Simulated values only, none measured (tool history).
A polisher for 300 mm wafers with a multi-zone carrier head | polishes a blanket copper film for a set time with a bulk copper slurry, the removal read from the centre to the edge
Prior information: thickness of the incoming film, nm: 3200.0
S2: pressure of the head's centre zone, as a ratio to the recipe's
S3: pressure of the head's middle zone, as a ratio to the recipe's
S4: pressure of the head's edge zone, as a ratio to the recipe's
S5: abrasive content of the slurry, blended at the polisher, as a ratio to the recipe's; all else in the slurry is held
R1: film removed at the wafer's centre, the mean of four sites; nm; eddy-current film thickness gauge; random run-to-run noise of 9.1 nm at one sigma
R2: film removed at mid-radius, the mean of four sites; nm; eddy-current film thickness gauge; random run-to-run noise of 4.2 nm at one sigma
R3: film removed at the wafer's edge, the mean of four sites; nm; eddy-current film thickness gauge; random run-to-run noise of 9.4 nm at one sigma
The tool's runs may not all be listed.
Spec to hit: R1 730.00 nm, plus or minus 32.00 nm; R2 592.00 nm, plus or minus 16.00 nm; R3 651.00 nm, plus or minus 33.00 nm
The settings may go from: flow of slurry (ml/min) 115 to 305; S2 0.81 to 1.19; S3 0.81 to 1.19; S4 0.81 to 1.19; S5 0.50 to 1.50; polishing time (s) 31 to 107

run 1 hour=0.0 | flow_of_slurry_(ml/min)=195 S2=1.00 S3=1.00 S4=1.00 S5=1.00 polishing_time_(s)=69 | R1=823.27 R2=786.54 R3=787.99
run 2 hour=1.2 | flow_of_slurry_(ml/min)=160 S2=1.00 S3=1.00 S4=1.00 S5=1.00 polishing_time_(s)=69 | R1=778.87 R2=777.00 R3=794.32
run 3 hour=6.2 | flow_of_slurry_(ml/min)=160 S2=1.00 S3=1.00 S4=1.00 S5=1.00 polishing_time_(s)=79 | R1=871.53 R2=883.02 R3=882.98
run 4 hour=12.7 | flow_of_slurry_(ml/min)=180 S2=1.00 S3=1.00 S4=1.00 S5=1.00 polishing_time_(s)=79 | R1=923.24 R2=880.97 R3=886.54
run 5 hour=16.4 | flow_of_slurry_(ml/min)=160 S2=1.00 S3=1.00 S4=1.00 S5=1.00 polishing_time_(s)=79 | R1=889.09 R2=882.00 R3=882.49
run 6 hour=24.1 | flow_of_slurry_(ml/min)=170 S2=1.00 S3=0.98 S4=0.99 S5=0.90 polishing_time_(s)=76 | R1=840.21 R2=820.72 R3=853.70
run 7 hour=31.2 | flow_of_slurry_(ml/min)=185 S2=1.01 S3=0.97 S4=0.98 S5=0.85 polishing_time_(s)=72 | R1=833.45 R2=768.55 R3=803.58
run 8 hour=38.3 | flow_of_slurry_(ml/min)=190 S2=1.01 S3=0.96 S4=0.96 S5=0.80 polishing_time_(s)=70 | R1=801.28 R2=737.60 R3=780.14
run 9 hour=46.4 | flow_of_slurry_(ml/min)=195 S2=1.02 S3=0.95 S4=0.95 S5=0.75 polishing_time_(s)=68 | R1=758.82 R2=705.69 R3=751.83
run 10 hour=53.4 | flow_of_slurry_(ml/min)=200 S2=1.04 S3=0.94 S4=0.93 S5=0.70 polishing_time_(s)=67 | R1=776.93 R2=691.18 R3=743.79
run 11 hour=60.9 | flow_of_slurry_(ml/min)=205 S2=1.05 S3=0.93 S4=0.92 S5=0.65 polishing_time_(s)=65 | R1=740.35 R2=658.28 R3=700.13
run 12 hour=63.0 | flow_of_slurry_(ml/min)=200 S2=1.06 S3=0.92 S4=0.91 S5=0.65 polishing_time_(s)=65 | R1=751.41 R2=647.23 R3=673.60

4 next moves are on the table. One of them brings every result within its allowed miss. Which?
run A hour=65.1 | flow_of_slurry_(ml/min)=115 S2=1.08 S3=1.11 S4=0.82 S5=0.60 polishing_time_(s)=67 | R1=? R2=? R3=?
run B hour=65.1 | flow_of_slurry_(ml/min)=205 S2=1.08 S3=0.87 S4=0.91 S5=0.60 polishing_time_(s)=62 | R1=? R2=? R3=?
run C hour=65.1 | flow_of_slurry_(ml/min)=185 S2=1.14 S3=0.81 S4=1.07 S5=0.60 polishing_time_(s)=62 | R1=? R2=? R3=?
run D hour=65.1 | flow_of_slurry_(ml/min)=165 S2=1.12 S3=0.98 S4=0.86 S5=0.65 polishing_time_(s)=68 | R1=? R2=? R3=?

move=A R1=727.37 R2=731.25 R3=658.30
move=B R1=723.82 R2=588.94 R3=662.82
move=C R1=754.78 R2=549.15 R3=695.78
move=D R1=810.46 R2=703.30 R3=707.32
A: further off than the last run
B: meets every target
C: takes the biggest miss from the last run beyond its target
D: further off than the last run
Correct choice: B, which meets every target
